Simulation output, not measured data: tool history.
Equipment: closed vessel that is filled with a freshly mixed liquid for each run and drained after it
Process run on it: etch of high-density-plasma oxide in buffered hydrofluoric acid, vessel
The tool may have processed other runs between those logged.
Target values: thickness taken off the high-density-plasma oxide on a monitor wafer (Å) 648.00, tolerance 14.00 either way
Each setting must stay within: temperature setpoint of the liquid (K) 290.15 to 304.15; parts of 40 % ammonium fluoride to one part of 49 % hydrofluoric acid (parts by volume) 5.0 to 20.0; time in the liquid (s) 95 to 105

run,hour,temperature setpoint of the liquid (K),parts of 40 % ammonium fluoride to one part of 49 % hydrofluoric acid (parts by volume),time in the liquid (s),thickness taken off the high-density-plasma oxide on a monitor wafer (Å)
1,0.0,296.15,12.0,95,1025.10
2,6.8,296.15,12.0,105,1133.80
3,13.6,296.15,9.5,105,1395.50
4,22.1,295.15,10.5,105,1218.60
5,30.0,295.15,12.0,105,1073.00
6,30.9,294.15,12.5,105,970.82
7,38.8,293.15,13.0,105,885.19
8,47.5,292.65,13.5,105,833.06
9,54.3,292.15,14.0,105,777.65
10,56.6,291.65,14.0,105,762.79
11,61.8,291.15,14.0,105,737.98

5 next moves are on the table. One of them brings every result within its allowed miss. Which?
A,67.0,293.65,13.5,100,?
B,67.0,292.15,12.0,100,?
C,67.0,291.65,14.5,100,?
D,67.0,290.15,14.5,95,?
E,67.0,290.15,15.0,105,?

move,thickness taken off the high-density-plasma oxide on a monitor wafer (Å)
A,833.46
B,859.90
C,694.31
D,605.63
E,647.42
A: further off than the last run
B: further off than the last run
C: gains on the last run, yet a result remains outside its allowed miss
D: moves the result that the last run missed by most past its target, out the other side
E: meets every target
E meets every target.
